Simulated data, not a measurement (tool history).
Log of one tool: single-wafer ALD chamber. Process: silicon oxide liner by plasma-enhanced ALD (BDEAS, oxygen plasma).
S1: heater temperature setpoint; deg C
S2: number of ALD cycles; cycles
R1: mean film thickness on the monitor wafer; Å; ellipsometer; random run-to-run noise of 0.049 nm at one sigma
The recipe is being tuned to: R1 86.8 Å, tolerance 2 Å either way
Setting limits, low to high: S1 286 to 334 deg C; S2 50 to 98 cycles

| run | hour | S1 | S2 | R1 |
|---|---|---|---|---|
| 1 | 0 | 310 | 74 | 71.209 |
| 2 | 7 | 301 | 74 | 72.289 |
| 3 | 13.4 | 305 | 74 | 72.519 |
| 4 | 19.3 | 312 | 74 | 71.136 |
| 5 | 23.9 | 311 | 77 | 74.493 |
| 6 | 28 | 311 | 79 | 76.73 |
| 7 | 30.7 | 311 | 81 | 77.928 |
| 8 | 38.2 | 311 | 83 | 79.403 |
| 9 | 46.6 | 311 | 85 | 82.049 |

Which of these 4 next moves meets every target?
| A | 55 | 313 | 80 | ? |
| B | 55 | 312 | 78 | ? |
| C | 55 | 322 | 91 | ? |
| D | 55 | 319 | 81 | ? |

| move | R1 |
|---|---|
| A | 76.483 |
| B | 74.692 |
| C | 85.728 |
| D | 76.684 |
A: misses by more than the last run did
B: misses by more than the last run did
C: hits every target within its allowed miss
D: misses by more than the last run did
Move C is the one to make.

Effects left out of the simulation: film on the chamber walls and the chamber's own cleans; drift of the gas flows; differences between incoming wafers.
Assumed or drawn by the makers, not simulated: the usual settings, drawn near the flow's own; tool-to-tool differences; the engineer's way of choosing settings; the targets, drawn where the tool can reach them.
